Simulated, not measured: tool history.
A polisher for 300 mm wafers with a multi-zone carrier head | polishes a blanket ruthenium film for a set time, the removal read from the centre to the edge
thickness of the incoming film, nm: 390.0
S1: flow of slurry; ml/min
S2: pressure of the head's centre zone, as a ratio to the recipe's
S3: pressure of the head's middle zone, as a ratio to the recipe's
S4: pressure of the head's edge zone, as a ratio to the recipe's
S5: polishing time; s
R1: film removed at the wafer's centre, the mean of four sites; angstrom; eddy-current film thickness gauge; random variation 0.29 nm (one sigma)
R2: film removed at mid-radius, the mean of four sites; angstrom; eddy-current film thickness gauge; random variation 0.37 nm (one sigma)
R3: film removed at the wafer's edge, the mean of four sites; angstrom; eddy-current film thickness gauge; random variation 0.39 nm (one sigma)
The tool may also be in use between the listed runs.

| run | hour | S1 | S2 | S3 | S4 | S5 | R1 | R2 | R3 |
|---|---|---|---|---|---|---|---|---|---|
| 1 | 0 | 250 | 1 | 1 | 1 | 49 | 608.5 | 614.03 | 599.08 |
| 2 | 7 | 250 | 1 | 1 | 1 | 54 | 668.21 | 671.85 | 665.11 |
| 3 | 8.4 | 235 | 0.97 | 0.95 | 0.99 | 44 | 534.43 | 515.57 | 525.01 |
| 4 | 15.6 | 220 | 0.92 | 0.92 | 0.99 | 39 | 448.13 | 439.93 | 478.49 |
| 5 | 18 | 220 | 0.92 | 0.92 | 0.99 | 51 | 568.52 | 591.31 | 610.06 |
| 6 | 20.1 | 220 | 0.87 | 0.92 | 0.99 | 51 | 545.5 | 595.3 | 595.2 |
| 7 | 24.3 | 215 | 0.86 | 0.89 | 0.96 | 44 | 469.91 | 484.99 | 525.47 |
|  | 25.2 | edge zone pressure recalibrated |
| 8 | 25.2 | 215 | 0.86 | 0.89 | 0.96 | 44 | 464.22 | 493.51 | 536.72 |
| 9 | 33 | 205 | 0.88 | 0.91 | 0.98 | 37 | 393.2 | 414.07 | 463.1 |
| 10 | 38 | 235 | 0.88 | 0.92 | 0.94 | 32 | 348.94 | 377.18 | 399.01 |
| 11 | 39 | 240 | 0.89 | 0.9 | 0.92 | 30 | 336.4 | 341.38 | 368.48 |

Forecast run 12:
| 12 | 46.9 | 240 | 0.89 | 0.89 | 0.9 | 30 | ? | ? | ? |

Run 12 gave R1 332.85 angstrom, R2 338.95 angstrom, R3 364.87 angstrom.

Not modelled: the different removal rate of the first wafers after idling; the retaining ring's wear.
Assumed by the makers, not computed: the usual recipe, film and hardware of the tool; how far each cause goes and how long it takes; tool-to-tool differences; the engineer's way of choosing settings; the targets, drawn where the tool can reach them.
